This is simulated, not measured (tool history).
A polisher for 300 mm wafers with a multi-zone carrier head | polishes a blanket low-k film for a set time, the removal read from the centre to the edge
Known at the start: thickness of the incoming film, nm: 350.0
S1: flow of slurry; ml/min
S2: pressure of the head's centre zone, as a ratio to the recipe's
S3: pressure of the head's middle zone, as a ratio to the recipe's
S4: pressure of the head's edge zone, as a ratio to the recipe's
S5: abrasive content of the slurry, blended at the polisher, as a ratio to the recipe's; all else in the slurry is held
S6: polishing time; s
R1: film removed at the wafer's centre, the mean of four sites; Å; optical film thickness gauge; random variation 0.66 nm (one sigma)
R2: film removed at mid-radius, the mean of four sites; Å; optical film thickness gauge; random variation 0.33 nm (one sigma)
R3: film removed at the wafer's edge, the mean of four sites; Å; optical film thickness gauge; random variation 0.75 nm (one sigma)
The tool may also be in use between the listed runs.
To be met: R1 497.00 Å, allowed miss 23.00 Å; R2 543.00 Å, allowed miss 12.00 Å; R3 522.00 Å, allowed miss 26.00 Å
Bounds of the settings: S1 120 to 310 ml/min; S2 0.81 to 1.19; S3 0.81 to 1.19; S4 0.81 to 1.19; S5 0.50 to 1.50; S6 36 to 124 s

run 1 hour=0.0 | S1=200 S2=1.00 S3=1.00 S4=1.00 S5=1.00 S6=79 | R1=347.57 R2=344.93 R3=350.58
run 2 hour=1.0 | S1=165 S2=1.00 S3=1.00 S4=1.00 S5=1.00 S6=79 | R1=336.43 R2=334.93 R3=334.15
run 3 hour=4.6 | S1=165 S2=1.00 S3=1.00 S4=1.00 S5=1.00 S6=63 | R1=272.99 R2=268.61 R3=267.97
run 4 hour=6.8 | S1=165 S2=1.00 S3=1.00 S4=1.00 S5=1.00 S6=74 | R1=317.89 R2=314.76 R3=311.00
run 5 hour=10.5 | S1=165 S2=1.00 S3=1.00 S4=1.00 S5=0.80 S6=74 | R1=278.78 R2=272.80 R3=274.87
run 6 hour=18.5 | S1=190 S2=1.01 S3=1.04 S4=1.04 S5=0.95 S6=74 | R1=319.55 R2=317.36 R3=324.10
run 7 hour=27.2 | S1=210 S2=1.02 S3=1.08 S4=1.05 S5=1.10 S6=74 | R1=348.60 R2=364.30 R3=340.41
run 8 hour=31.6 | S1=155 S2=0.99 S3=1.07 S4=1.15 S5=1.35 S6=96 | R1=470.59 R2=497.56 R3=507.66
run 9 hour=38.2 | S1=170 S2=0.99 S3=1.08 S4=1.15 S5=1.35 S6=96 | R1=473.17 R2=503.00 R3=511.58

4 next moves are on the table. One of them brings every result within its allowed miss. Which?
run A hour=44.8 | S1=120 S2=1.01 S3=1.13 S4=1.09 S5=1.25 S6=109 | R1=? R2=? R3=?
run B hour=44.8 | S1=165 S2=0.94 S3=0.97 S4=1.19 S5=1.25 S6=106 | R1=? R2=? R3=?
run C hour=44.8 | S1=205 S2=1.05 S3=0.95 S4=1.19 S5=1.45 S6=93 | R1=? R2=? R3=?
run D hour=44.8 | S1=175 S2=0.90 S3=1.17 S4=1.09 S5=1.35 S6=100 | R1=? R2=? R3=?

move=A R1=489.35 R2=535.56 R3=532.47
move=B R1=469.01 R2=481.98 R3=563.62
move=C R1=506.63 R2=455.78 R3=538.65
move=D R1=442.92 R2=556.79 R3=527.65
A: meets every target
B: further off than the last run
C: further off than the last run
D: takes the result that was furthest off past its target
Move A is the one to make.
